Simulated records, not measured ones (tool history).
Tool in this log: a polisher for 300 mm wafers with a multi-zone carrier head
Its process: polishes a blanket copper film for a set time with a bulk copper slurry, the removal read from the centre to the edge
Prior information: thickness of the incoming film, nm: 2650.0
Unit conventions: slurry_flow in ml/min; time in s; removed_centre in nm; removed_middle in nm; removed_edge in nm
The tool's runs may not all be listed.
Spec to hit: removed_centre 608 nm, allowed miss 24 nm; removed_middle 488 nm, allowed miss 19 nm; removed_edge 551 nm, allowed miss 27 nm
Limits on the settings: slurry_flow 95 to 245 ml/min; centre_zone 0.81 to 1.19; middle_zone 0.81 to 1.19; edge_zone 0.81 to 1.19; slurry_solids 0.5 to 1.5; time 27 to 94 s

Run 1, day 0: slurry_flow 155 ml/min, centre_zone 1, middle_zone 1, edge_zone 1, slurry_solids 1, time 60 s. Result: removed_centre 597.48 nm, removed_middle 611.41 nm, removed_edge 592.3 nm.
Run 2, day 0.1: slurry_flow 155 ml/min, centre_zone 1, middle_zone 1, edge_zone 0.92, slurry_solids 1, time 60 s. Result: removed_centre 611.89 nm, removed_middle 612.41 nm, removed_edge 582.16 nm.
Run 3, day 0.338: slurry_flow 155 ml/min, centre_zone 1, middle_zone 1, edge_zone 0.92, slurry_solids 1, time 66 s. Result: removed_centre 646.61 nm, removed_middle 665.41 nm, removed_edge 621.76 nm.
Run 4, day 0.579: slurry_flow 155 ml/min, centre_zone 1, middle_zone 1, edge_zone 0.92, slurry_solids 1, time 60 s. Result: removed_centre 595.04 nm, removed_middle 609.26 nm, removed_edge 580.4 nm.
Run 5, day 0.821: slurry_flow 155 ml/min, centre_zone 1, middle_zone 1, edge_zone 0.92, slurry_solids 1, time 46 s. Result: removed_centre 468.44 nm, removed_middle 463.78 nm, removed_edge 442.85 nm.
Run 6, day 0.85: slurry_flow 160 ml/min, centre_zone 1.01, middle_zone 0.99, edge_zone 0.94, slurry_solids 1.05, time 46 s. Result: removed_centre 473.47 nm, removed_middle 467.36 nm, removed_edge 447.26 nm.
Run 7, day 1.079: slurry_flow 160 ml/min, centre_zone 1.02, middle_zone 0.97, edge_zone 0.95, slurry_solids 1.05, time 47 s. Result: removed_centre 491.69 nm, removed_middle 477.37 nm, removed_edge 457.57 nm.
Run 8, day 1.238: slurry_flow 155 ml/min, centre_zone 1.03, middle_zone 0.95, edge_zone 0.97, slurry_solids 1.05, time 48 s. Result: removed_centre 497.9 nm, removed_middle 476.67 nm, removed_edge 464.36 nm.
Run 9, day 1.517: slurry_flow 155 ml/min, centre_zone 1.04, middle_zone 0.94, edge_zone 0.99, slurry_solids 1.05, time 49 s. Result: removed_centre 526.3 nm, removed_middle 478.69 nm, removed_edge 496.36 nm.
Run 10, day 1.575: slurry_flow 155 ml/min, centre_zone 1.05, middle_zone 0.94, edge_zone 1, slurry_solids 1.05, time 49 s. Result: removed_centre 528.69 nm, removed_middle 483.04 nm, removed_edge 486.63 nm.

Of the 4 settings listed for the next run, only one would bring every result within its allowed miss of target. Which one?
Run A, day 1.633: slurry_flow 160 ml/min, centre_zone 1.04, middle_zone 1.05, edge_zone 0.97, slurry_solids 1.1, time 44 s. Result: removed_centre ?, removed_middle ?, removed_edge ?.
Run B, day 1.633: slurry_flow 150 ml/min, centre_zone 0.96, middle_zone 0.94, edge_zone 1.09, slurry_solids 1.15, time 49 s. Result: removed_centre ?, removed_middle ?, removed_edge ?.
Run C, day 1.633: slurry_flow 205 ml/min, centre_zone 1.07, middle_zone 1.1, edge_zone 0.84, slurry_solids 1.5, time 41 s. Result: removed_centre ?, removed_middle ?, removed_edge ?.
Run D, day 1.633: slurry_flow 165 ml/min, centre_zone 1.1, middle_zone 0.86, edge_zone 1.03, slurry_solids 1.05, time 54 s. Result: removed_centre ?, removed_middle ?, removed_edge ?.

move  removed_centre  removed_middle  removed_edge
   A          472.91          475.08        443.74
   B          485.82          482.88        526.07
   C          502.15          508.12        423.29
   D          609.68          489.98        557.87
A: further off than the last run
B: further off than the last run
C: further off than the last run
D: all results land within tolerance of their targets
D meets every target.
